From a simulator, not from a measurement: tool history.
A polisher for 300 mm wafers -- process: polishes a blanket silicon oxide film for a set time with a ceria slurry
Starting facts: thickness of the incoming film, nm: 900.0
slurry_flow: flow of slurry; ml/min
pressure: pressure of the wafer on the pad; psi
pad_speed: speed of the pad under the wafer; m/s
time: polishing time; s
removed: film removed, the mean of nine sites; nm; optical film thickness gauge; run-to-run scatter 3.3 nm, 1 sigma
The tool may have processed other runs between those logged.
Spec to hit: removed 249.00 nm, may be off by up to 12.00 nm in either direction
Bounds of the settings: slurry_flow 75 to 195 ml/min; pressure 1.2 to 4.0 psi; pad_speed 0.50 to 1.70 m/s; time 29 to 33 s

| run | hour | slurry_flow | pressure | pad_speed | time | removed |
|---|---|---|---|---|---|---|
| 1 | 0.0 | 125 | 2.6 | 1.10 | 33 | 124.13 |
| 2 | 5.0 | 130 | 3.0 | 1.14 | 33 | 142.20 |
| 3 | 13.2 | 130 | 3.0 | 1.26 | 33 | 158.99 |
| 4 | 14.3 | 130 | 3.0 | 1.04 | 33 | 135.09 |
| 5 | 17.3 | 135 | 3.3 | 1.14 | 33 | 157.77 |
| 6 | 21.7 | 135 | 3.5 | 1.22 | 33 | 178.21 |
| 7 | 23.2 | 135 | 3.6 | 1.28 | 33 | 197.70 |
|  | 25.9 | worn pad replaced by a new one |
| 8 | 25.9 | 135 | 3.7 | 1.32 | 33 | 223.99 |

Exactly one of the 4 candidate moves below puts every result within its allowed miss. Which one?
| A | 28.6 | 120 | 3.4 | 1.64 | 30 | ? |
| B | 28.6 | 140 | 3.7 | 1.44 | 33 | ? |
| C | 28.6 | 140 | 4.0 | 1.12 | 33 | ? |
| D | 28.6 | 115 | 3.9 | 1.44 | 30 | ? |

| move | removed |
|---|---|
| A | 225.79 |
| B | 246.63 |
| C | 210.49 |
| D | 226.04 |
A: better than the last run, though not everything is in spec
B: each result inside its tolerance
C: moves away from the targets compared with the last run
D: better than the last run, though not everything is in spec
So the answer is move B, the one that meets all the targets.
